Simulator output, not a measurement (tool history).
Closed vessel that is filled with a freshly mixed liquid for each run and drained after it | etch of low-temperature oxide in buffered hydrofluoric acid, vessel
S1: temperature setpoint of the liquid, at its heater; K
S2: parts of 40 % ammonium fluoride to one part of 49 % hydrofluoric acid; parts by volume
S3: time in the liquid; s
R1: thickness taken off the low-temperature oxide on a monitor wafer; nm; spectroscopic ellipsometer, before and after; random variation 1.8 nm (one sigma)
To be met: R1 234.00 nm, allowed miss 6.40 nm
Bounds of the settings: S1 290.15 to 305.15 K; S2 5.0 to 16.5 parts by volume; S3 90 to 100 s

run    day      S1    S2   S3      R1
  1  0.000  297.15  10.0   90  391.62
  2  0.267  297.15  11.5   90  336.16
  3  0.538  295.15  11.5   90  306.47
  4  0.567  295.15  11.5  100  338.32
  5  0.717  293.65  11.5  100  309.44
  6  0.758  296.65  11.5  100  369.47
  7  1.108  294.65  12.0  100  312.27
  8  1.233  293.65  12.0  100  299.60
  9  1.562  292.65  12.0  100  283.53
 10  1.604  292.15  12.0  100  275.24
 11  1.958  292.15  12.0  100  272.51
 12  2.262  291.65  12.0  100  268.60
 13  2.388  291.15  12.0  100  259.89
 14  2.592  290.65  12.0  100  252.42

5 next moves are on the table. One of them brings every result within its allowed miss. Which?
  A  2.796  292.65  11.5   95   ?
  B  2.796  292.15  12.0   95   ?
  C  2.796  290.65  13.5  100   ?
  D  2.796  290.65  11.5   90   ?
  E  2.796  290.65  11.0  100   ?

move      R1
   A  275.31
   B  256.76
   C  221.18
   D  232.92
   E  270.28
A: further off than the last run
B: further off than the last run
C: takes the result that was furthest off past its target
D: meets every target
E: further off than the last run
The right move is D.
